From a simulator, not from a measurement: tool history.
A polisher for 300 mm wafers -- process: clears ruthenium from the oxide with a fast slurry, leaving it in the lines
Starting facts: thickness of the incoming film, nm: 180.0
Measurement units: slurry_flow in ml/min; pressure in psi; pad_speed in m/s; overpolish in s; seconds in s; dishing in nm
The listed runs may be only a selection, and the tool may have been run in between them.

run	hour	slurry_flow	pressure	pad_speed	slurry_solids	overpolish	seconds	dishing
1	0	190	2.7	1.1	1	18	37.462	65.453
2	3	190	2.7	1.1	1	11	37.521	42.605
3	5.3	190	2.7	1.1	1.15	11	35.343	45.008
4	5.9	190	2.7	1.1	1.15	5	34.191	22.032
5	11.5	190	2.7	1.1	1.3	5	33.605	22.538
6	16.7	190	2.7	0.92	1.3	5	36.97	20.455
7	18.4	185	2.6	0.92	1.25	7	38.402	27.986

Expected results for the next run?
8	20.2	180	2.5	0.9	1.25	8	?	?

seconds: 40.916 s
dishing: 28.307 nm
